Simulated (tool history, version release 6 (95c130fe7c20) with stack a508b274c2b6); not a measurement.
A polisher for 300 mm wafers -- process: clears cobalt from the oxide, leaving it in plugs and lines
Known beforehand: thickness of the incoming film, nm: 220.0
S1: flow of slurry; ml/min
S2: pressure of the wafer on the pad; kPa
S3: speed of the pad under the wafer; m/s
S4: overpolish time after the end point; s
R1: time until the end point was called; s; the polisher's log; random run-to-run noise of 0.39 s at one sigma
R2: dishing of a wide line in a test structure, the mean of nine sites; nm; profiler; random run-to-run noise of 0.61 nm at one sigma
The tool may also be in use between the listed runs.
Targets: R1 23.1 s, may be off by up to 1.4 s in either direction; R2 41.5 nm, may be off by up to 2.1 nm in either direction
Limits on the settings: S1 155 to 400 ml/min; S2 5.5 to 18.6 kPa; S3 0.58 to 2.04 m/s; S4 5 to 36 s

Run 1, day 0: S1 255 ml/min, S2 11.7 kPa, S3 1.3 m/s, S4 18 s. Result: R1 37.082 s, R2 39.567 nm.
Run 2, day 0.3: S1 255 ml/min, S2 11.7 kPa, S3 1.62 m/s, S4 18 s. Result: R1 29.75 s, R2 40.426 nm.
Run 3, day 0.5: S1 255 ml/min, S2 12.4 kPa, S3 1.62 m/s, S4 18 s. Result: R1 28.557 s, R2 41.816 nm.
Run 4, day 0.871: S1 255 ml/min, S2 12.4 kPa, S3 1.38 m/s, S4 18 s. Result: R1 32.647 s, R2 40.805 nm.
Run 5, day 0.946: S1 255 ml/min, S2 13.1 kPa, S3 1.4 m/s, S4 17 s. Result: R1 30.947 s, R2 40.807 nm.
Run 6, day 1.283: S1 255 ml/min, S2 13.1 kPa, S3 1.2 m/s, S4 17 s. Result: R1 35.482 s, R2 39.541 nm.
Run 7, day 1.646: S1 255 ml/min, S2 13.8 kPa, S3 1.22 m/s, S4 16 s. Result: R1 33.262 s, R2 38.393 nm.
Run 8, day 1.938: S1 255 ml/min, S2 14.5 kPa, S3 1.24 m/s, S4 16 s. Result: R1 31.308 s, R2 40.426 nm.
Run 9, day 1.983: S1 255 ml/min, S2 15.2 kPa, S3 1.26 m/s, S4 15 s. Result: R1 28.95 s, R2 39.49 nm.
Run 10, day 2.342: S1 255 ml/min, S2 15.9 kPa, S3 1.26 m/s, S4 15 s. Result: R1 27.805 s, R2 39.795 nm.
Run 11, day 2.471: S1 255 ml/min, S2 16.5 kPa, S3 1.26 m/s, S4 15 s. Result: R1 26.826 s, R2 40.948 nm.

5 next moves are on the table. One of them brings every result within its allowed miss. Which?
Run A, day 2.6: S1 250 ml/min, S2 15.2 kPa, S3 1.16 m/s, S4 19 s. Result: R1 ?, R2 ?.
Run B, day 2.6: S1 185 ml/min, S2 15.2 kPa, S3 1.4 m/s, S4 16 s. Result: R1 ?, R2 ?.
Run C, day 2.6: S1 320 ml/min, S2 18.6 kPa, S3 1.44 m/s, S4 11 s. Result: R1 ?, R2 ?.
Run D, day 2.6: S1 295 ml/min, S2 15.9 kPa, S3 1.5 m/s, S4 17 s. Result: R1 ?, R2 ?.
Run E, day 2.6: S1 245 ml/min, S2 17.2 kPa, S3 1 m/s, S4 23 s. Result: R1 ?, R2 ?.

move      R1      R2
   A   32.05  40.827
   B  27.699  40.544
   C   20.78  39.689
   D  23.531  42.069
   E  32.703  42.037
A: further off than the last run
B: further off than the last run
C: carries the result that was furthest off beyond its target, to the other side
D: meets every target
E: further off than the last run
The move that meets every target is D.
